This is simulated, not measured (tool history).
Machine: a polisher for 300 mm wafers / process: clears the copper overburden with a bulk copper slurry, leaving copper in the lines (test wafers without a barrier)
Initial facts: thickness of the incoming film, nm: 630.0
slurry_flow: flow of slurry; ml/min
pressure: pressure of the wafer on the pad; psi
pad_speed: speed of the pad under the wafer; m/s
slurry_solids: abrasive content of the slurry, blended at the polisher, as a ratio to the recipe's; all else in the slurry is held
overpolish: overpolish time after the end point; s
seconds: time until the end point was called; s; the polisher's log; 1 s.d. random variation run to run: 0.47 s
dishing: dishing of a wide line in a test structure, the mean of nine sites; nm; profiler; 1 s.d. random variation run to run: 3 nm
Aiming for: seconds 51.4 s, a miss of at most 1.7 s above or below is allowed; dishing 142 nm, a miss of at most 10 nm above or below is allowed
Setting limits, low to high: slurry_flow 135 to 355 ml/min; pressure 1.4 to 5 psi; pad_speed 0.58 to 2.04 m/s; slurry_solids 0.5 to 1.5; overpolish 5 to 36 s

run,hour,slurry_flow,pressure,pad_speed,slurry_solids,overpolish,seconds,dishing
1,0,225,3.2,1.3,1,18,59.767,110.89
2,7,225,3.3,1.3,1,19,58.299,115.02
3,8.2,265,3.3,1.3,1,19,57.632,113.78
4,9.3,265,2.7,1.3,1,19,69.212,99.299
5,14.8,265,2.7,1.3,1,16,69.797,92.153
6,16.4,265,2.7,1.02,1,16,86.534,79.111
7,20.5,265,3.1,1.02,1,18,75.732,90.93
8,26.5,265,3.1,1.02,1,18,76.28,96.394
9,33.7,265,3.4,1.02,1,19,70.982,99.995
10,39.1,265,3.7,1.02,1,20,65.263,113.36
11,43.9,265,3.9,1.02,1,20,61.951,116.13
12,50,265,4.1,1.02,1,20,58.445,121.87
13,58.3,265,4.1,1.02,1,20,58.721,120.43
14,61.9,265,4.2,1.02,1,21,56.48,117.62
15,67.5,260,4.3,1.02,1,23,56.814,138.31
16,75.8,260,4.4,1.02,1,23,55.499,133.04
17,77.4,260,4.5,1.02,1,23,53.804,141.43

4 candidate next runs follow, results not yet known. Just one meets every target within its allowed miss. Identify it.
A,79,355,4.7,0.98,1.1,25,?,?
B,79,185,5,1.02,0.9,17,?,?
C,79,240,4.9,0.94,0.8,20,?,?
D,79,300,4.2,1.12,0.8,27,?,?

move,seconds,dishing
A,51.853,143.32
B,52.008,119.8
C,57.38,123.77
D,55.073,141.52
A: every result lands within tolerance
B: gets the furthest-off result to its target, but another result is out of tolerance
C: moves away from the targets compared with the last run
D: moves away from the targets compared with the last run
Answer: A
